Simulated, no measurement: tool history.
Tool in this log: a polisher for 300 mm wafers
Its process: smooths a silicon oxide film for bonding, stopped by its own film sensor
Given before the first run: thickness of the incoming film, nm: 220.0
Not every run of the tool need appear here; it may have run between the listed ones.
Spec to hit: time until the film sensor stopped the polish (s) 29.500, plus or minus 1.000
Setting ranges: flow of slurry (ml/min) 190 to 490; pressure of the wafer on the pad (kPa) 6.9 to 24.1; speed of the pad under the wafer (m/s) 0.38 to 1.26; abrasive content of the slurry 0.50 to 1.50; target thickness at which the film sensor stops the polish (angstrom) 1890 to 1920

run,hour,flow of slurry (ml/min),pressure of the wafer on the pad (kPa),speed of the pad under the wafer (m/s),abrasive content of the slurry,target thickness at which the film sensor stops the polish (angstrom),time until the film sensor stopped the polish (s)
1,0.0,315,15.2,0.82,1.00,1890,50.185
2,1.4,315,15.2,0.70,1.00,1890,57.270
3,3.7,315,17.9,0.72,1.00,1890,50.577
4,4.6,315,17.9,0.72,1.00,1890,51.636
5,11.8,315,17.9,0.54,1.00,1890,64.340
6,16.7,315,17.9,0.40,1.00,1890,80.836
7,22.3,315,20.0,0.56,1.00,1890,57.365
8,28.8,315,21.4,0.66,1.00,1890,48.030
9,34.6,315,22.1,0.74,1.00,1890,42.827
10,40.1,315,22.8,0.82,1.00,1890,38.370

Which of these 4 next moves meets every target?
A,45.6,350,23.4,0.82,1.25,1920,?
B,45.6,310,23.4,0.94,1.00,1910,?
C,45.6,325,23.4,0.88,1.00,1920,?
D,45.6,385,20.7,0.62,0.85,1890,?

move,time until the film sensor stopped the polish (s)
A,29.822
B,31.716
C,32.156
D,57.082
A: each result inside its tolerance
B: nearer than the last run, and not there yet
C: nearer than the last run, and not there yet
D: moves away from the targets compared with the last run
A is the move that brings every result within its allowed miss.
